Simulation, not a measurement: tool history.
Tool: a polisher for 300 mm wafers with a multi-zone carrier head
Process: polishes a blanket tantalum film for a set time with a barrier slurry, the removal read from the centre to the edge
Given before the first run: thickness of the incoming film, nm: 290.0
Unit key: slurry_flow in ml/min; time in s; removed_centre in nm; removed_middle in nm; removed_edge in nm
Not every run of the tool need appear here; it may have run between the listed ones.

{"run": 1, "hour": 0.0, "slurry_flow": 140, "centre_zone": 1, "middle_zone": 1, "edge_zone": 1, "slurry_solids": 1, "time": 65, "removed_centre": 88.587, "removed_middle": 92.833, "removed_edge": 85.666}
{"run": 2, "hour": 8.8, "slurry_flow": 140, "centre_zone": 1, "middle_zone": 1, "edge_zone": 1, "slurry_solids": 0.8, "time": 65, "removed_centre": 82.621, "removed_middle": 83.693, "removed_edge": 82.258}
{"run": 3, "hour": 17.3, "slurry_flow": 145, "centre_zone": 1.01, "middle_zone": 1.02, "edge_zone": 1.01, "slurry_solids": 0.85, "time": 65, "removed_centre": 85.953, "removed_middle": 86.735, "removed_edge": 83.101}
{"run": 4, "hour": 18.9, "slurry_flow": 145, "centre_zone": 1.01, "middle_zone": 1.02, "edge_zone": 1.01, "slurry_solids": 1.05, "time": 65, "removed_centre": 91.831, "removed_middle": 95.095, "removed_edge": 90.744}
{"run": 5, "hour": 25.1, "slurry_flow": 145, "centre_zone": 1.01, "middle_zone": 0.98, "edge_zone": 1.01, "slurry_solids": 1.05, "time": 65, "removed_centre": 90.713, "removed_middle": 91.147, "removed_edge": 87.524}
{"run": 6, "hour": 25.7, "slurry_flow": 150, "centre_zone": 1.02, "middle_zone": 1, "edge_zone": 1, "slurry_solids": 1.05, "time": 65, "removed_centre": 91.954, "removed_middle": 92.991, "removed_edge": 89.982}
{"run": 7, "hour": 29.7, "slurry_flow": 185, "centre_zone": 1.12, "middle_zone": 1.1, "edge_zone": 0.9, "slurry_solids": 1.05, "time": 65, "removed_centre": 107.37, "removed_middle": 105.23, "removed_edge": 88.196}

What does the tool deliver on the next run?
{"run": 8, "hour": 37.6, "slurry_flow": 185, "centre_zone": 1.11, "middle_zone": 1.11, "edge_zone": 0.91, "slurry_solids": 1.05, "time": 65, "removed_centre": "?", "removed_middle": "?", "removed_edge": "?"}

Logged for run 8: removed_centre 106.72 nm, removed_middle 103.61 nm, removed_edge 87.21 nm.

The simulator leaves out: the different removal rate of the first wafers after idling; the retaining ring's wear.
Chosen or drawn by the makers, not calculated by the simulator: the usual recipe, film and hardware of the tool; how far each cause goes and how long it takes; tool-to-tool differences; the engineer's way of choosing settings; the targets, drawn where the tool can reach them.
